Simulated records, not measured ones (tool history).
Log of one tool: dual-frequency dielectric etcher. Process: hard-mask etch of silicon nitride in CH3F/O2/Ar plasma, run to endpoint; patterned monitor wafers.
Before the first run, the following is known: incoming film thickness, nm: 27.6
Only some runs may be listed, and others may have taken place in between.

run 1 hour=0.0 | source_power_(kW)=0.470 bias_power_(kW)=0.080 | endpoint_time_(s)=38.703
run 2 hour=2.3 | source_power_(kW)=0.380 bias_power_(kW)=0.080 | endpoint_time_(s)=42.208
run 3 hour=3.4 | source_power_(kW)=0.380 bias_power_(kW)=0.075 | endpoint_time_(s)=43.933
run 4 hour=7.9 | source_power_(kW)=0.400 bias_power_(kW)=0.076 | endpoint_time_(s)=42.860
run 5 hour=9.8 | source_power_(kW)=0.400 bias_power_(kW)=0.065 | endpoint_time_(s)=45.519
run 6 hour=17.3 | source_power_(kW)=0.400 bias_power_(kW)=0.077 | endpoint_time_(s)=42.347
run 7 hour=23.5 | source_power_(kW)=0.420 bias_power_(kW)=0.078 | endpoint_time_(s)=41.588
run 8 hour=28.3 | source_power_(kW)=0.440 bias_power_(kW)=0.079 | endpoint_time_(s)=40.211
run 9 hour=33.9 | source_power_(kW)=0.450 bias_power_(kW)=0.080 | endpoint_time_(s)=39.395
run 10 hour=41.0 | source_power_(kW)=0.460 bias_power_(kW)=0.081 | endpoint_time_(s)=38.792
run 11 hour=45.7 | source_power_(kW)=0.470 bias_power_(kW)=0.081 | endpoint_time_(s)=38.992
run 12 hour=50.7 | source_power_(kW)=0.480 bias_power_(kW)=0.082 | endpoint_time_(s)=37.800

Run 13 is up next; what results do you expect?
run 13 hour=58.4 | source_power_(kW)=0.490 bias_power_(kW)=0.082 | endpoint_time_(s)=?

Run 13 gave endpoint time (s) 37.836.
